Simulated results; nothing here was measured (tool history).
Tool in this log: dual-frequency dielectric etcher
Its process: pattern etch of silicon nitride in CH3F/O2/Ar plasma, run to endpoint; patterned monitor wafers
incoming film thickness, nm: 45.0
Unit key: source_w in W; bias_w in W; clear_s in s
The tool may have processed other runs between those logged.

{"run": 1, "hour": 0.0, "source_w": 460, "bias_w": 86, "clear_s": 54.162}
{"run": 2, "hour": 6.3, "source_w": 480, "bias_w": 87, "clear_s": 53.22}
{"run": 3, "hour": 10.8, "source_w": 480, "bias_w": 77, "clear_s": 55.593}
{"run": 4, "hour": 17.0, "source_w": 520, "bias_w": 77, "clear_s": 53.621}
{"run": 5, "hour": 25.4, "source_w": 530, "bias_w": 79, "clear_s": 52.922}
{"run": 6, "hour": 34.0, "source_w": 460, "bias_w": 79, "clear_s": 56.392}
{"run": 7, "hour": 38.3, "source_w": 480, "bias_w": 81, "clear_s": 55.554}
{"run": 8, "hour": 42.5, "source_w": 500, "bias_w": 82, "clear_s": 53.017}
{"run": 9, "hour": 48.2, "source_w": 510, "bias_w": 83, "clear_s": 52.256}

What does the tool deliver on the next run?
{"run": 10, "hour": 53.8, "source_w": 520, "bias_w": 84, "clear_s": "?"}

{"run 10": {"clear_s": 52.233}}
